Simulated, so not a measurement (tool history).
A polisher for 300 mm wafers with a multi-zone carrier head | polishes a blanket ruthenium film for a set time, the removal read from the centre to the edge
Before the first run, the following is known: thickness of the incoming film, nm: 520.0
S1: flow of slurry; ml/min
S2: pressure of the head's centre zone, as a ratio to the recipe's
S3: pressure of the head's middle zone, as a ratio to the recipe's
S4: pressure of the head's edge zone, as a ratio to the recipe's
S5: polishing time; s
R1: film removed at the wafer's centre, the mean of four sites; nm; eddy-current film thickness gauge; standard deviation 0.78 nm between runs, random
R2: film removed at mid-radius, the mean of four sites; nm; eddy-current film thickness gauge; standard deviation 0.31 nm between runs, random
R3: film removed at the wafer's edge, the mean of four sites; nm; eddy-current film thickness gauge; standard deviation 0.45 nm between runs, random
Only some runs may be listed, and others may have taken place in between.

run	day	S1	S2	S3	S4	S5	R1	R2	R3
1	0.000	265	1.00	1.00	1.00	36	48.267	48.251	50.327
2	0.025	265	1.00	1.00	0.93	36	50.952	48.960	48.409
3	0.129	275	1.04	0.98	0.95	36	51.810	47.754	49.262
4	0.150	285	1.08	0.97	0.96	36	54.373	47.663	49.117
5	0.262	335	1.08	0.97	0.96	36	55.014	48.231	49.180
6	0.396	335	1.01	0.97	0.96	36	51.922	48.258	49.771
7	0.708	340	1.04	0.95	0.97	37	53.808	48.304	50.797
8	0.967	340	1.07	0.94	0.98	37	55.608	47.933	51.277
9	1.033	340	1.09	0.93	0.99	37	56.432	47.700	51.437
10	1.246	340	1.11	0.92	1.00	37	58.632	47.372	51.060

What will run 11 give?
11	1.462	340	1.12	0.91	1.02	37	?	?	?

{"run 11": {"R1": 58.147, "R2": 47.088, "R3": 52.31}}
